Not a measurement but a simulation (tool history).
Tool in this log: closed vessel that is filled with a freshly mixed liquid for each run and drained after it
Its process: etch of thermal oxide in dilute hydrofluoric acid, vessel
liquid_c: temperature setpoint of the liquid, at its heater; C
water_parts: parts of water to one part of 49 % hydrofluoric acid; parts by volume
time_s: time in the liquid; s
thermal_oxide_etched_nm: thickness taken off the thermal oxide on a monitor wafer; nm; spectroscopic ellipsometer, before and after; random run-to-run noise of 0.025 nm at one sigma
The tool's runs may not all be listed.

run	hour	liquid_c	water_parts	time_s	thermal_oxide_etched_nm
1	0.0	22.0	60	75	6.3646
2	0.7	22.0	40	75	9.7312
3	6.7	20.5	40	75	9.1186
4	14.2	19.5	40	75	8.7430
5	17.3	19.0	40	75	8.5823
6	20.4	18.5	40	75	8.4028

What will run 7 give?
7	22.5	17.0	45	75	?

{"run 7": {"thermal_oxide_etched_nm": 6.9301}}
